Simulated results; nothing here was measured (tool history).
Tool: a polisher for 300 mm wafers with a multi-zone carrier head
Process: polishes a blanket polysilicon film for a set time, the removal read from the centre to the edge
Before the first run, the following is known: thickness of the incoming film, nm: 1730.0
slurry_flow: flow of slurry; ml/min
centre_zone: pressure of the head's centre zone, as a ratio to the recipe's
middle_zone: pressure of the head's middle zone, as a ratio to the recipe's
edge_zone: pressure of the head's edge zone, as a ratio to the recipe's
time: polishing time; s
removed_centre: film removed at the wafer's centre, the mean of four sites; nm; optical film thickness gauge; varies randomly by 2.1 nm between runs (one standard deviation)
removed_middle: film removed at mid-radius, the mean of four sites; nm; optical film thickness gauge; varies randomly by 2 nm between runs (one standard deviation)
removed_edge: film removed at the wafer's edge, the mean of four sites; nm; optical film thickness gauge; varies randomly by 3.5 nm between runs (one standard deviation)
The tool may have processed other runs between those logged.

| run | hour | slurry_flow | centre_zone | middle_zone | edge_zone | time | removed_centre | removed_middle | removed_edge |
|---|---|---|---|---|---|---|---|---|---|
| 1 | 0.0 | 210 | 1.00 | 1.00 | 1.00 | 71 | 379.93 | 388.15 | 390.15 |
| 2 | 7.8 | 210 | 0.99 | 0.99 | 0.94 | 64 | 337.38 | 343.64 | 343.38 |
| 3 | 12.4 | 210 | 0.99 | 0.93 | 0.94 | 64 | 335.48 | 329.56 | 344.92 |
| 4 | 17.9 | 210 | 0.99 | 0.93 | 1.01 | 64 | 342.54 | 327.88 | 341.68 |
| 5 | 25.7 | 235 | 0.99 | 0.97 | 1.00 | 58 | 311.68 | 312.36 | 319.00 |
| 6 | 31.5 | 225 | 1.01 | 1.00 | 0.96 | 55 | 295.90 | 302.43 | 307.17 |
| 7 | 39.3 | 245 | 1.03 | 1.01 | 0.91 | 53 | 291.98 | 297.34 | 280.39 |

The next listed run, before its measurement:
| 8 | 45.6 | 250 | 1.02 | 1.00 | 0.89 | 52 | ? | ? | ? |

removed_centre: 289.20 nm
removed_middle: 288.41 nm
removed_edge: 277.60 nm
